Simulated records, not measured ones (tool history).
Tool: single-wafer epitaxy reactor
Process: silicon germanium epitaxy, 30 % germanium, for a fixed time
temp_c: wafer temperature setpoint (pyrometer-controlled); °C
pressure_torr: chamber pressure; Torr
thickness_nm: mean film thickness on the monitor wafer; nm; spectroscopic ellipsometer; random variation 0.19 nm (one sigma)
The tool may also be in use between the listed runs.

run  hour  temp_c  pressure_torr  thickness_nm
  1     0     580           17.4        38.344
  2   6.1     580           15.7        36.866
  3  14.7     581           15.7        37.287
  4  19.4     582           15.7         38.05
  5    28     575           15.7        33.725
  6  30.4     582           15.7        38.063
  7  31.7     583           15.7        38.633
  8  35.1     584           15.7        39.451

Run 9 comes next. What will it give?
  9  41.8     585           15.7             ?

{"run 9": {"thickness_nm": 39.861}}

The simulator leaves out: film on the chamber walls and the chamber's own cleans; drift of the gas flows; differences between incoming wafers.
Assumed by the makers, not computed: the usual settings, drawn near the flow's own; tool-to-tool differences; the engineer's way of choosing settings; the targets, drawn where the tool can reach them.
